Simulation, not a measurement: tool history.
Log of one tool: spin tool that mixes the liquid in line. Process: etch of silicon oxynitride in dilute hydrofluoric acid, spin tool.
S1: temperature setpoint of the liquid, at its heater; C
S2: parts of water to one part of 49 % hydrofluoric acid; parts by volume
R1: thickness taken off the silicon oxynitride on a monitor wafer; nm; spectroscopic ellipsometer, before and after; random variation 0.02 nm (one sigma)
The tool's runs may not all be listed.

run 1 day=0 | S1=25 S2=255 time_under_the_liquid_(s)=305 | R1=3.2499
run 2 day=0.062 | S1=23 S2=270 time_under_the_liquid_(s)=305 | R1=2.7894
run 3 day=0.433 | S1=23 S2=185 time_under_the_liquid_(s)=305 | R1=4.2732
run 4 day=0.621 | S1=23 S2=185 time_under_the_liquid_(s)=305 | R1=4.2973
run 5 day=0.975 | S1=25.5 S2=185 time_under_the_liquid_(s)=305 | R1=4.9048
run 6 day=1.012 | S1=25.5 S2=240 time_under_the_liquid_(s)=305 | R1=3.5548

Forecast run 7:
run 7 day=1.342 | S1=23.5 S2=260 time_under_the_liquid_(s)=305 | R1=?

{"run 7": {"R1": 2.9589}}

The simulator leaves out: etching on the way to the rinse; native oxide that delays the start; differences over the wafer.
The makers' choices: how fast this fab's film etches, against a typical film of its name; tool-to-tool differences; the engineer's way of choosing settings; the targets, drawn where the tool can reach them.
